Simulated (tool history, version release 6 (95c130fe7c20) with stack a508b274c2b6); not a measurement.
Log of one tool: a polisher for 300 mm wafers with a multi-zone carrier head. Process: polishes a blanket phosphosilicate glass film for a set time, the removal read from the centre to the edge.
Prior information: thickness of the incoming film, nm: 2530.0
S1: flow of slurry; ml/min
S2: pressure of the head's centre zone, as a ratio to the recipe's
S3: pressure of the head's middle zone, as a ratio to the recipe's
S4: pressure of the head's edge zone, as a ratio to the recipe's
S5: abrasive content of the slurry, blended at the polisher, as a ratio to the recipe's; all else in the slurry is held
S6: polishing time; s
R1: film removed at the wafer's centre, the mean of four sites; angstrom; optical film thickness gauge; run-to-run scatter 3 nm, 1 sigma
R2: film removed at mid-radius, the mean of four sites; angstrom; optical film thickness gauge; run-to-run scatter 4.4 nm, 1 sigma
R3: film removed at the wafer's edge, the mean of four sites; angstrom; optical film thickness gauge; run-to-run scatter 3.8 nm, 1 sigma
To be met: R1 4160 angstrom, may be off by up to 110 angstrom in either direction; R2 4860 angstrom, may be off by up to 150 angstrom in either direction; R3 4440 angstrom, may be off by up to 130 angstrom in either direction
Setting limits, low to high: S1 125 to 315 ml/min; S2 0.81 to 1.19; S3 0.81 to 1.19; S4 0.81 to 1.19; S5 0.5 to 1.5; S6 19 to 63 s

{"run": 1, "hour": 0.0, "S1": 205, "S2": 1, "S3": 1, "S4": 1, "S5": 1, "S6": 41, "R1": 3844.8, "R2": 3879.2, "R3": 4009.4}
{"run": 2, "hour": 2.7, "S1": 215, "S2": 1, "S3": 1.02, "S4": 1.01, "S5": 1, "S6": 41, "R1": 3862.3, "R2": 4013.2, "R3": 3961.1}
{"run": 3, "hour": 4.2, "S1": 215, "S2": 1, "S3": 1.02, "S4": 1.01, "S5": 1, "S6": 50, "R1": 4716.6, "R2": 4866.7, "R3": 4803.9}
{"run": 4, "hour": 7.5, "S1": 210, "S2": 0.99, "S3": 1.03, "S4": 1, "S5": 1, "S6": 50, "R1": 4601.5, "R2": 4837.1, "R3": 4793.8}
{"run": 5, "hour": 10.5, "S1": 210, "S2": 0.99, "S3": 1.03, "S4": 1, "S5": 0.8, "S6": 50, "R1": 4287.2, "R2": 4450, "R3": 4474}
{"run": 6, "hour": 16.8, "S1": 210, "S2": 0.99, "S3": 1.04, "S4": 1, "S5": 0.8, "S6": 50, "R1": 4259.8, "R2": 4566.5, "R3": 4442.4}
{"run": 7, "hour": 18.6, "S1": 210, "S2": 0.99, "S3": 1.05, "S4": 1, "S5": 0.8, "S6": 50, "R1": 4293.9, "R2": 4578.5, "R3": 4467}
{"run": 8, "hour": 21.5, "S1": 210, "S2": 0.99, "S3": 1.06, "S4": 1, "S5": 0.8, "S6": 50, "R1": 4288.1, "R2": 4632.1, "R3": 4473.2}
{"run": 9, "hour": 25.6, "S1": 210, "S2": 0.99, "S3": 1.07, "S4": 1, "S5": 0.8, "S6": 50, "R1": 4314.7, "R2": 4646.9, "R3": 4502.7}

Of the 4 settings listed for the next run, only one would bring every result within its allowed miss of target. Which one?
{"run": "A", "hour": 29.7, "S1": 205, "S2": 0.96, "S3": 1.14, "S4": 1, "S5": 0.55, "S6": 56, "R1": "?", "R2": "?", "R3": "?"}
{"run": "B", "hour": 29.7, "S1": 210, "S2": 1, "S3": 1, "S4": 0.96, "S5": 0.85, "S6": 49, "R1": "?", "R2": "?", "R3": "?"}
{"run": "C", "hour": 29.7, "S1": 180, "S2": 0.95, "S3": 1.03, "S4": 1.04, "S5": 0.7, "S6": 53, "R1": "?", "R2": "?", "R3": "?"}
{"run": "D", "hour": 29.7, "S1": 240, "S2": 0.99, "S3": 1.07, "S4": 1.05, "S5": 0.8, "S6": 47, "R1": "?", "R2": "?", "R3": "?"}

move=A R1=4150.8 R2=4889.7 R3=4466.2
move=B R1=4366.8 R2=4461.8 R3=4428.7
move=C R1=4094.4 R2=4520 R3=4584.1
move=D R1=4152.5 R2=4502.8 R3=4403.6
A: every result within its allowed miss
B: further off than the last run
C: further off than the last run
D: further off than the last run
Move A is the one to make.

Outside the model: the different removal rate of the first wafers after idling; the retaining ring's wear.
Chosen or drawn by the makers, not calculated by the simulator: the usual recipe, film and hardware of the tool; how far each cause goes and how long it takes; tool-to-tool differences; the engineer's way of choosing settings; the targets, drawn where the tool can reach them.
